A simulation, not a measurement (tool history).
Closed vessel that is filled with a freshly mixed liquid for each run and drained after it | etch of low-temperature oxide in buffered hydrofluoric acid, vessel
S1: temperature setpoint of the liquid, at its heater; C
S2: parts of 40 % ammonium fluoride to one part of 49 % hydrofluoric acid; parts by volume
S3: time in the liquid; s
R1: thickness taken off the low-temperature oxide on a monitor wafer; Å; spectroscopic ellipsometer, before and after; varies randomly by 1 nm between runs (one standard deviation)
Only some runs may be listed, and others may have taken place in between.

Run 1, hour 0: S1 23 C, S2 16.5 parts by volume, S3 90 s. Result: R1 2383.1 Å.
Run 2, hour 1.7: S1 21 C, S2 16.5 parts by volume, S3 90 s. Result: R1 2120.2 Å.
Run 3, hour 10.2: S1 21 C, S2 16.5 parts by volume, S3 100 s. Result: R1 2339.6 Å.
Run 4, hour 13.5: S1 21 C, S2 16.5 parts by volume, S3 100 s. Result: R1 2373.5 Å.
Run 5, hour 17: S1 20.5 C, S2 17.5 parts by volume, S3 100 s. Result: R1 2182.6 Å.
Run 6, hour 18.5: S1 20 C, S2 18.5 parts by volume, S3 100 s. Result: R1 1980.2 Å.
At hour 19.7: hydrofluoric acid flow meter replaced.
Run 7, hour 19.7: S1 19.5 C, S2 19 parts by volume, S3 100 s. Result: R1 1776.7 Å.
Run 8, hour 23.4: S1 19 C, S2 19 parts by volume, S3 100 s. Result: R1 1723.6 Å.
Run 9, hour 31.2: S1 19 C, S2 19 parts by volume, S3 100 s. Result: R1 1745 Å.

What does the tool deliver on the next run?
Run 10, hour 33.4: S1 17 C, S2 22 parts by volume, S3 100 s. Result: R1 ?.

Run 10 gave R1 1377.6 Å.
